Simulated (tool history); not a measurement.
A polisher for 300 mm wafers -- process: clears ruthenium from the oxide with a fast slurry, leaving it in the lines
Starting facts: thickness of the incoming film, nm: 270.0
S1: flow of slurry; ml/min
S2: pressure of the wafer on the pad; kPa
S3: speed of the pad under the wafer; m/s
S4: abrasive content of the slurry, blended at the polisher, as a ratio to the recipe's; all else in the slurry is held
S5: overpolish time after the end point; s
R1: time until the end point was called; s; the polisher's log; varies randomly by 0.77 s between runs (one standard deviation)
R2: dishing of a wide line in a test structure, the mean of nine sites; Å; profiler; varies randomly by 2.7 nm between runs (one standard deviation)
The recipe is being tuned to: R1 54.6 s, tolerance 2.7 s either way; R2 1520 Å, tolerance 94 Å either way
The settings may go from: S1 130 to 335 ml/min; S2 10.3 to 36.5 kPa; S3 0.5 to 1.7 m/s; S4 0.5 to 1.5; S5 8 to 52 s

Run 1, hour 0: S1 215 ml/min, S2 23.4 kPa, S3 1.1 m/s, S4 1, S5 26 s. Result: R1 55.089 s, R2 1054.6 Å.
Run 2, hour 6.9: S1 215 ml/min, S2 23.4 kPa, S3 1.1 m/s, S4 1, S5 19 s. Result: R1 55.152 s, R2 846.12 Å.
Run 3, hour 8.9: S1 215 ml/min, S2 23.4 kPa, S3 1.1 m/s, S4 1.15, S5 19 s. Result: R1 52.122 s, R2 852.42 Å.
Run 4, hour 16.3: S1 210 ml/min, S2 23.4 kPa, S3 1.1 m/s, S4 1.1, S5 22 s. Result: R1 52.098 s, R2 934.07 Å.
Run 5, hour 23: S1 210 ml/min, S2 26.9 kPa, S3 1.1 m/s, S4 1.1, S5 22 s. Result: R1 46.227 s, R2 1029.3 Å.
Run 6, hour 31.6: S1 265 ml/min, S2 26.9 kPa, S3 1.1 m/s, S4 1.1, S5 22 s. Result: R1 46.751 s, R2 1033.9 Å.
Run 7, hour 33.3: S1 265 ml/min, S2 26.2 kPa, S3 1.1 m/s, S4 1.05, S5 25 s. Result: R1 49.375 s, R2 1130.6 Å.
Run 8, hour 38.8: S1 265 ml/min, S2 26.2 kPa, S3 1.1 m/s, S4 1.05, S5 27 s. Result: R1 47.493 s, R2 1199.9 Å.
Run 9, hour 39.5: S1 260 ml/min, S2 21.4 kPa, S3 1.08 m/s, S4 1.05, S5 40 s. Result: R1 57.964 s, R2 1355.1 Å.

Exactly one of the 5 candidate moves below puts every result within its allowed miss. Which one?
Run A, hour 40.2: S1 270 ml/min, S2 20 kPa, S3 1.12 m/s, S4 1, S5 47 s. Result: R1 ?, R2 ?.
Run B, hour 40.2: S1 265 ml/min, S2 20.7 kPa, S3 1.12 m/s, S4 1.05, S5 34 s. Result: R1 ?, R2 ?.
Run C, hour 40.2: S1 265 ml/min, S2 14.5 kPa, S3 1.36 m/s, S4 1.05, S5 49 s. Result: R1 ?, R2 ?.
Run D, hour 40.2: S1 235 ml/min, S2 27.6 kPa, S3 0.94 m/s, S4 0.75, S5 42 s. Result: R1 ?, R2 ?.
Run E, hour 40.2: S1 215 ml/min, S2 22.1 kPa, S3 1.16 m/s, S4 1, S5 43 s. Result: R1 ?, R2 ?.

move      R1      R2
   A    60.4  1445.6
   B  57.421  1209.2
   C  62.501  1452.2
   D  65.801  1272.7
   E  54.924    1451
A: corrects the largest miss of the last run, while another result sits out of spec
B: the biggest miss grows against the last run
C: corrects the largest miss of the last run, while another result sits out of spec
D: the biggest miss grows against the last run
E: hits every target within its allowed miss
The right move is E.

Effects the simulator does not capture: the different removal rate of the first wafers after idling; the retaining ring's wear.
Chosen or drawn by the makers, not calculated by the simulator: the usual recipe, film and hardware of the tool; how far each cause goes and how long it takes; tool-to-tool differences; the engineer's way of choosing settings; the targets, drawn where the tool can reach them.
